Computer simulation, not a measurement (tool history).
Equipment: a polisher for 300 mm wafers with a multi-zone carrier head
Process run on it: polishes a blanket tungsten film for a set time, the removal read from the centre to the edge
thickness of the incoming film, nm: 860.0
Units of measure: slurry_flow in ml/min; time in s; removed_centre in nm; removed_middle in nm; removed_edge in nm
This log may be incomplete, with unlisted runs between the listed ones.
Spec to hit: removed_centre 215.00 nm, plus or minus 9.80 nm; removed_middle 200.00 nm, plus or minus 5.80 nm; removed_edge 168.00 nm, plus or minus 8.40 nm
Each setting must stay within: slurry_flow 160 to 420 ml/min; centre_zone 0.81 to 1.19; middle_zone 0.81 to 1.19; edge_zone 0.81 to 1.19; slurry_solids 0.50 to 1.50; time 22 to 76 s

run  hour  slurry_flow  centre_zone  middle_zone  edge_zone  slurry_solids  time  removed_centre  removed_middle  removed_edge
  1   0.0          270         1.00         1.00       1.00           1.00    49          256.80          258.69        242.76
  2   4.4          235         1.00         1.00       1.00           1.00    49          255.39          256.97        245.39
  3  10.2          190         1.00         1.00       1.00           1.00    49          248.46          247.49        235.08
  4  16.7          190         1.00         1.00       1.00           1.00    59          295.88          297.52        284.28
  5  25.5          190         1.00         1.00       1.03           1.00    59          284.39          299.34        286.81
  6  31.0          195         1.00         1.02       0.98           0.90    54          267.28          270.38        250.52
  7  31.8          195         1.00         1.03       0.94           0.80    50          240.26          246.59        226.29
  8  35.9          245         1.10         1.12       0.84           0.55    36          181.38          182.20        143.78
  9  40.6          250         1.12         1.12       0.88           0.60    36          191.42          185.66        149.36
 10  48.6          255         1.13         1.13       0.91           0.65    36          191.96          193.38        155.67
 11  52.9          260         1.15         1.12       0.92           0.70    36          203.56          193.30        159.51

Exactly one of the 4 candidate moves below puts every result within its allowed miss. Which one?
  A  57.2          265         1.11         1.08       0.93           0.85    34               ?               ?             ?
  B  57.2          270         1.17         1.12       0.95           0.60    38               ?               ?             ?
  C  57.2          270         1.17         1.10       0.94           0.70    35               ?               ?             ?
  D  57.2          275         1.17         1.01       1.00           0.80    36               ?               ?             ?

move  removed_centre  removed_middle  removed_edge
   A          193.94          183.88        161.82
   B          212.99          197.41        169.96
   C          202.50          184.84        160.85
   D          214.64          182.26        175.79
A: its largest miss is bigger than the last run's
B: all results land within tolerance of their targets
C: its largest miss is bigger than the last run's
D: brings the last run's worst result on target, with another outside its allowed miss
B meets every target.
